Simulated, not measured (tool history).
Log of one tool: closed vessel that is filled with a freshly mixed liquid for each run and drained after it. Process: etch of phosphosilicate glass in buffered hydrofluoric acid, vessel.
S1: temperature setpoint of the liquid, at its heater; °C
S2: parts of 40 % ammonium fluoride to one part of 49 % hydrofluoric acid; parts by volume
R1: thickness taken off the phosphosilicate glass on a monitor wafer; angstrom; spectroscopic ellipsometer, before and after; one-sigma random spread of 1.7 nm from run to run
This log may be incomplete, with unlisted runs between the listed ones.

run 1 hour=0.0 | S1=24.0 S2=9.0 time_in_the_liquid_(s)=105 | R1=3275.6
run 2 hour=8.5 | S1=23.0 S2=9.0 time_in_the_liquid_(s)=105 | R1=3061.9
run 3 hour=14.8 | S1=22.5 S2=9.0 time_in_the_liquid_(s)=105 | R1=3002.6
run 4 hour=22.5 | S1=22.5 S2=9.0 time_in_the_liquid_(s)=115 | R1=3301.7
run 5 hour=27.0 | S1=22.5 S2=10.5 time_in_the_liquid_(s)=115 | R1=2879.2
run 6 hour=28.5 | S1=22.5 S2=10.5 time_in_the_liquid_(s)=115 | R1=2872.1
-- hour=34.7 hydrofluoric acid flow meter replaced
run 7 hour=34.7 | S1=22.0 S2=10.5 time_in_the_liquid_(s)=115 | R1=2998.6
run 8 hour=40.8 | S1=21.5 S2=10.5 time_in_the_liquid_(s)=115 | R1=2926.8
run 9 hour=44.1 | S1=21.5 S2=10.5 time_in_the_liquid_(s)=115 | R1=2912.6

Estimate the outcome of run 10 from the log above:
run 10 hour=50.0 | S1=21.0 S2=10.5 time_in_the_liquid_(s)=115 | R1=?

{"run 10": {"R1": 2848.7}}
